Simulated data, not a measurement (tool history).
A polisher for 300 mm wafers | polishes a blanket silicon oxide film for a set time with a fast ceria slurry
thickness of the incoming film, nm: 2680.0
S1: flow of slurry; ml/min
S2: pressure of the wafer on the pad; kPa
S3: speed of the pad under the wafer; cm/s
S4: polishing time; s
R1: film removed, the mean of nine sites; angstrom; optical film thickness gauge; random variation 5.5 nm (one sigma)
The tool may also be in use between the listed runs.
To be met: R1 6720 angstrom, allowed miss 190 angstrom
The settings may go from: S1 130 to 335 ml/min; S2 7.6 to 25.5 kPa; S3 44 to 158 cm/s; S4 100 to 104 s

{"run": 1, "hour": 0.0, "S1": 215, "S2": 16.5, "S3": 100, "S4": 100, "R1": 14603}
{"run": 2, "hour": 1.6, "S1": 250, "S2": 16.5, "S3": 100, "S4": 100, "R1": 14604}
{"run": 3, "hour": 4.8, "S1": 250, "S2": 16.5, "S3": 100, "S4": 100, "R1": 14777}
{"run": 4, "hour": 5.8, "S1": 250, "S2": 16.5, "S3": 86, "S4": 100, "R1": 12644}
{"run": 5, "hour": 6.6, "S1": 250, "S2": 16.5, "S3": 108, "S4": 100, "R1": 15862}
{"run": 6, "hour": 11.4, "S1": 250, "S2": 13.8, "S3": 98, "S4": 100, "R1": 12015}
{"run": 7, "hour": 18.1, "S1": 250, "S2": 11.7, "S3": 92, "S4": 100, "R1": 9826.9}
{"run": 8, "hour": 23.7, "S1": 250, "S2": 10.3, "S3": 88, "S4": 100, "R1": 8295.6}
{"run": 9, "hour": 25.8, "S1": 250, "S2": 9.7, "S3": 88, "S4": 100, "R1": 7839.1}
{"run": 10, "hour": 29.2, "S1": 245, "S2": 9, "S3": 88, "S4": 100, "R1": 7265.6}

Which of these 5 next moves meets every target?
{"run": "A", "hour": 32.6, "S1": 320, "S2": 8.3, "S3": 102, "S4": 103, "R1": "?"}
{"run": "B", "hour": 32.6, "S1": 265, "S2": 15.2, "S3": 56, "S4": 100, "R1": "?"}
{"run": "C", "hour": 32.6, "S1": 280, "S2": 11, "S3": 76, "S4": 100, "R1": "?"}
{"run": "D", "hour": 32.6, "S1": 255, "S2": 10.3, "S3": 78, "S4": 103, "R1": "?"}
{"run": "E", "hour": 32.6, "S1": 220, "S2": 11, "S3": 66, "S4": 100, "R1": "?"}

move=A R1=8085.7
move=B R1=8027.4
move=C R1=7792.1
move=D R1=7662.1
move=E R1=6712.2
A: further off than the last run
B: further off than the last run
C: further off than the last run
D: further off than the last run
E: meets every target
Answer: E

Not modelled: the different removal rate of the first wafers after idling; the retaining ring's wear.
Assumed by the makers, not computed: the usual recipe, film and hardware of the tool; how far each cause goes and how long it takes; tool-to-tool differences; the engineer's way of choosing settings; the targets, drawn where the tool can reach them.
